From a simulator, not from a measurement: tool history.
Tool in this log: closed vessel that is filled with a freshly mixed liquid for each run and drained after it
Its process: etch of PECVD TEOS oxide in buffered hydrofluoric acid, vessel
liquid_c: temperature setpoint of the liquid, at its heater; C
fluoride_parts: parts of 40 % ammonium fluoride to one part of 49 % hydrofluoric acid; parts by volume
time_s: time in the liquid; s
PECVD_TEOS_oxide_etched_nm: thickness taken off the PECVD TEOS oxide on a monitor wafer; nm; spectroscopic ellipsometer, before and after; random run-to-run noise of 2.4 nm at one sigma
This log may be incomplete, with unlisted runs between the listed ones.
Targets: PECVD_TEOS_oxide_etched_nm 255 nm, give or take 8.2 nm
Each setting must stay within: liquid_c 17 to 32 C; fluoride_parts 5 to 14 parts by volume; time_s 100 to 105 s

run,hour,liquid_c,fluoride_parts,time_s,PECVD_TEOS_oxide_etched_nm
1,0,24,8.5,100,409.26
2,8.5,26,8.5,100,459.63
3,14.2,23,9,100,369.06
4,22.4,23,11,100,318.62
5,30,22,11,100,299.52
6,33.2,21,11,100,279.95
7,34.5,20.5,11,100,270.68
8,38.6,20,11,100,268.68

Next run, 4 choices. One meets every target within its allowed miss, the rest don't. Which?
A,42.7,21,13,105,?
B,42.7,20,10.5,100,?
C,42.7,17,8.5,105,?
D,42.7,20.5,10.5,100,?

move,PECVD_TEOS_oxide_etched_nm
A,253.03
B,280.8
C,296.73
D,288.76
A: meets every target
B: its largest miss is bigger than the last run's
C: its largest miss is bigger than the last run's
D: its largest miss is bigger than the last run's
Answer: A
